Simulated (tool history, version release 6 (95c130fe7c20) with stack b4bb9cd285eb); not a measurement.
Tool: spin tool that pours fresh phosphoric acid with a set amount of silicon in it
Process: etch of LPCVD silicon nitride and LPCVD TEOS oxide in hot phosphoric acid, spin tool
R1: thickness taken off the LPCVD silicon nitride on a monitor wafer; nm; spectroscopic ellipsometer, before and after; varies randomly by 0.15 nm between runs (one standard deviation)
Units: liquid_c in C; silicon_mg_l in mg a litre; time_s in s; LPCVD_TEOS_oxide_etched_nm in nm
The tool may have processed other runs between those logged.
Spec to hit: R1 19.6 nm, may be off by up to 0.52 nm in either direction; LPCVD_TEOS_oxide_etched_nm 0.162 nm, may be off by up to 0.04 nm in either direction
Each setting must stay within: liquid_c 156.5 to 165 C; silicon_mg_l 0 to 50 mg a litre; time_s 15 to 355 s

{"run": 1, "hour": 0.0, "liquid_c": 160, "silicon_mg_l": 26.5, "time_s": 180, "R1": 15.19, "LPCVD_TEOS_oxide_etched_nm": 0.25446}
{"run": 2, "hour": 6.2, "liquid_c": 161, "silicon_mg_l": 33, "time_s": 185, "R1": 16.333, "LPCVD_TEOS_oxide_etched_nm": 0.22871}
{"run": 3, "hour": 12.0, "liquid_c": 161, "silicon_mg_l": 40, "time_s": 185, "R1": 16.585, "LPCVD_TEOS_oxide_etched_nm": 0.16429}
{"run": 4, "hour": 16.5, "liquid_c": 162, "silicon_mg_l": 42.5, "time_s": 185, "R1": 16.974, "LPCVD_TEOS_oxide_etched_nm": 0.14445}
{"run": 5, "hour": 24.6, "liquid_c": 162.5, "silicon_mg_l": 42.5, "time_s": 190, "R1": 17.65, "LPCVD_TEOS_oxide_etched_nm": 0.14761}
{"run": 6, "hour": 31.6, "liquid_c": 164.5, "silicon_mg_l": 42.5, "time_s": 190, "R1": 18.898, "LPCVD_TEOS_oxide_etched_nm": 0.18667}
{"run": 7, "hour": 36.2, "liquid_c": 164.5, "silicon_mg_l": 43.5, "time_s": 190, "R1": 18.791, "LPCVD_TEOS_oxide_etched_nm": 0.1638}
{"run": 8, "hour": 41.5, "liquid_c": 164.5, "silicon_mg_l": 44, "time_s": 190, "R1": 18.987, "LPCVD_TEOS_oxide_etched_nm": 0.15504}

5 candidate next runs follow, results not yet known. Just one meets every target within its allowed miss. Identify it.
{"run": "A", "hour": 46.8, "liquid_c": 165, "silicon_mg_l": 36.5, "time_s": 195, "R1": "?", "LPCVD_TEOS_oxide_etched_nm": "?"}
{"run": "B", "hour": 46.8, "liquid_c": 165, "silicon_mg_l": 32.5, "time_s": 195, "R1": "?", "LPCVD_TEOS_oxide_etched_nm": "?"}
{"run": "C", "hour": 46.8, "liquid_c": 162.5, "silicon_mg_l": 50, "time_s": 190, "R1": "?", "LPCVD_TEOS_oxide_etched_nm": "?"}
{"run": "D", "hour": 46.8, "liquid_c": 165, "silicon_mg_l": 49, "time_s": 195, "R1": "?", "LPCVD_TEOS_oxide_etched_nm": "?"}
{"run": "E", "hour": 46.8, "liquid_c": 164.5, "silicon_mg_l": 45.5, "time_s": 180, "R1": "?", "LPCVD_TEOS_oxide_etched_nm": "?"}

move=A R1=19.701 LPCVD_TEOS_oxide_etched_nm=0.25783
move=B R1=19.701 LPCVD_TEOS_oxide_etched_nm=0.31358
move=C R1=17.675 LPCVD_TEOS_oxide_etched_nm=0.11828
move=D R1=19.701 LPCVD_TEOS_oxide_etched_nm=0.14564
move=E R1=17.889 LPCVD_TEOS_oxide_etched_nm=0.12965
A: gets the furthest-off result to its target, but another result is out of tolerance
B: gets the furthest-off result to its target, but another result is out of tolerance
C: misses by more than the last run did
D: all results land within tolerance of their targets
E: misses by more than the last run did
Move D is the one to make.
